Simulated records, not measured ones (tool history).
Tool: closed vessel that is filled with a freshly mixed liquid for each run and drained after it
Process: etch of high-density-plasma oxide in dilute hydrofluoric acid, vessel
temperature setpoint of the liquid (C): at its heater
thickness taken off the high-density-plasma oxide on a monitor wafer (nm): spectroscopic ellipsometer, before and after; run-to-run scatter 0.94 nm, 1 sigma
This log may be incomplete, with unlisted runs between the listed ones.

| run | hour | temperature setpoint of the liquid (C) | parts of water to one part of 49 % hydrofluoric acid (parts by volume) | time in the liquid (s) | thickness taken off the high-density-plasma oxide on a monitor wafer (nm) |
|---|---|---|---|---|---|
| 1 | 0.0 | 22.0 | 60 | 860 | 89.079 |
| 2 | 5.1 | 22.0 | 60 | 860 | 89.079 |
| 3 | 5.6 | 23.0 | 55 | 860 | 102.060 |
| 4 | 11.9 | 26.0 | 55 | 860 | 115.160 |
| 5 | 19.7 | 26.0 | 55 | 925 | 124.180 |
| 6 | 23.0 | 26.0 | 55 | 860 | 114.360 |
| 7 | 31.3 | 26.5 | 55 | 860 | 117.690 |
| 8 | 38.1 | 27.0 | 55 | 860 | 119.190 |
| 9 | 40.2 | 27.5 | 55 | 860 | 121.900 |
| 10 | 42.0 | 28.0 | 55 | 860 | 125.300 |
| 11 | 47.6 | 28.5 | 55 | 860 | 127.410 |

Run 12 has not been measured yet. What should we expect?
| 12 | 51.9 | 29.5 | 45 | 860 | ? |

thickness taken off the high-density-plasma oxide on a monitor wafer (nm): 166.030
